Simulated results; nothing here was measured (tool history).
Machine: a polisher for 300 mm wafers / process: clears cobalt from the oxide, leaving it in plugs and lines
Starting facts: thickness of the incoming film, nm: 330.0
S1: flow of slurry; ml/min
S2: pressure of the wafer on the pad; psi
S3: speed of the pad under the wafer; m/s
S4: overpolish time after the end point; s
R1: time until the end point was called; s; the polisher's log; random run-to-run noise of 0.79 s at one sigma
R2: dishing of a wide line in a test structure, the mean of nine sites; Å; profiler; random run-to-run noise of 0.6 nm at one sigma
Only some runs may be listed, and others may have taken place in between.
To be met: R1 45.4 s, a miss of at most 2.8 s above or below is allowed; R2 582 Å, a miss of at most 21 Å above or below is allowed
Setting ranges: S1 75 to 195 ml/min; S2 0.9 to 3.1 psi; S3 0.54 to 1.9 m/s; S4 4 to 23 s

run,hour,S1,S2,S3,S4,R1,R2
1,0,125,2,1.22,12,55.395,404.52
2,7.8,125,2,1.36,12,50.916,443.26
3,10,125,2,1.36,9,49.247,363.33
4,11.5,125,2,1.14,9,59.012,327.38
5,16.7,135,2,1.14,9,58.838,332.2
6,24.2,135,2.1,1.14,10,54.015,369.51
7,25.6,110,2.4,1.16,16,49.95,518.05
8,26.2,115,2.4,1.16,16,48.514,512.03
9,29.1,120,2.4,1.18,17,47.774,530.99

Consider the 4 candidate settings below. Which is the only one whose results all fall within their allowed miss of target?
A,32,160,1.9,1.5,16,?,?
B,32,115,2.5,1.2,21,?,?
C,32,120,2.1,1.18,19,?,?
D,32,130,2.5,1.08,14,?,?

move,R1,R2
A,45.155,541.75
B,45.612,599.74
C,54.465,538.46
D,49.302,486.64
A: nearer than the last run, and not there yet
B: every result within its allowed miss
C: misses by more than the last run did
D: misses by more than the last run did
Move B is the one to make.
